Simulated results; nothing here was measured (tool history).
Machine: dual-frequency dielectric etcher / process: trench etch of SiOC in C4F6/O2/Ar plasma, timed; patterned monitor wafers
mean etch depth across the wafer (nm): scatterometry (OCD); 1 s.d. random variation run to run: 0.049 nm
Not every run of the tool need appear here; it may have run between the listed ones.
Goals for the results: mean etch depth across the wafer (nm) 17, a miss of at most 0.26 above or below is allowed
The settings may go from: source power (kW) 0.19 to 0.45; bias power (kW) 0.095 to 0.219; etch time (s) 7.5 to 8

run	hour	source power (kW)	bias power (kW)	etch time (s)	mean etch depth across the wafer (nm)
1	0	0.32	0.157	8	14.687
2	5.5	0.32	0.137	8	14.004
3	9	0.32	0.137	7.5	13.148
4	16.6	0.37	0.137	7.5	14.183
5	25.1	0.39	0.145	7.5	14.876
6	30.7	0.39	0.12	7.5	13.97
7	35.3	0.4	0.132	7.5	14.519
8	40	0.41	0.142	7.5	15.072
9	44.7	0.42	0.15	7.5	15.522
10	46.3	0.42	0.15	7.5	15.479
11	54	0.43	0.157	7.5	15.926
12	61.9	0.43	0.162	7.5	16.07
# hour 65.8: source power generator calibrated
13	65.8	0.43	0.166	7.5	16.714

Pick the move, out of 4, that brings all results within their allowed miss; only one does.
A	69.7	0.4	0.175	8	?
B	69.7	0.41	0.173	7.5	?
C	69.7	0.44	0.171	7.5	?
D	69.7	0.41	0.162	7.5	?

move	mean etch depth across the wafer (nm)
A	17.612
B	16.645
C	17.15
D	16.282
A: takes the result that was furthest off past its target
B: its largest miss is bigger than the last run's
C: meets every target
D: its largest miss is bigger than the last run's
Move C is the one to make.
